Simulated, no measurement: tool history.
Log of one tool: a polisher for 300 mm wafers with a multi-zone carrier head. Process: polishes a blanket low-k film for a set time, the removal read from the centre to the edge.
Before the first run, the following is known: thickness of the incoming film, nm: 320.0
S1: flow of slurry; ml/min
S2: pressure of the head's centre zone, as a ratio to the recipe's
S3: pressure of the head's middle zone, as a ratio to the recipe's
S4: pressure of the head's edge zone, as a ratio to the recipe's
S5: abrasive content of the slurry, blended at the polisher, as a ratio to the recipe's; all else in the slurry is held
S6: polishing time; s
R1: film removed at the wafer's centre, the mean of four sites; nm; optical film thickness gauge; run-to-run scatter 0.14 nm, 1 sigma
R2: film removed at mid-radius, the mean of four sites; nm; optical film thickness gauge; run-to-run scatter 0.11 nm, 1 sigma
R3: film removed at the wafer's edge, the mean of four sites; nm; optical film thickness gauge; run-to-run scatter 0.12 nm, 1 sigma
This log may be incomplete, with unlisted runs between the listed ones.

{"run": 1, "hour": 0.0, "S1": 255, "S2": 1.0, "S3": 1.0, "S4": 1.0, "S5": 1.0, "S6": 38, "R1": 17.797, "R2": 18.46, "R3": 17.771}
{"run": 2, "hour": 3.1, "S1": 250, "S2": 0.97, "S3": 0.98, "S4": 0.98, "S5": 0.9, "S6": 37, "R1": 16.361, "R2": 16.517, "R3": 16.269}
{"run": 3, "hour": 6.1, "S1": 245, "S2": 0.94, "S3": 0.99, "S4": 0.98, "S5": 0.8, "S6": 36, "R1": 14.24, "R2": 15.09, "R3": 14.81}
{"run": 4, "hour": 11.1, "S1": 245, "S2": 0.94, "S3": 0.99, "S4": 0.98, "S5": 0.8, "S6": 33, "R1": 13.094, "R2": 14.055, "R3": 13.484}
{"run": 5, "hour": 15.6, "S1": 280, "S2": 0.94, "S3": 0.99, "S4": 0.98, "S5": 0.8, "S6": 33, "R1": 13.215, "R2": 13.85, "R3": 13.694}
{"run": 6, "hour": 21.2, "S1": 280, "S2": 0.94, "S3": 0.99, "S4": 0.98, "S5": 0.65, "S6": 33, "R1": 11.885, "R2": 12.501, "R3": 12.006}

Run 7 comes next. What will it give?
{"run": 7, "hour": 26.8, "S1": 280, "S2": 0.93, "S3": 0.99, "S4": 0.98, "S5": 0.65, "S6": 33, "R1": "?", "R2": "?", "R3": "?"}

For run 7 the tool returned R1 11.797 nm, R2 12.454 nm, R3 12.306 nm.

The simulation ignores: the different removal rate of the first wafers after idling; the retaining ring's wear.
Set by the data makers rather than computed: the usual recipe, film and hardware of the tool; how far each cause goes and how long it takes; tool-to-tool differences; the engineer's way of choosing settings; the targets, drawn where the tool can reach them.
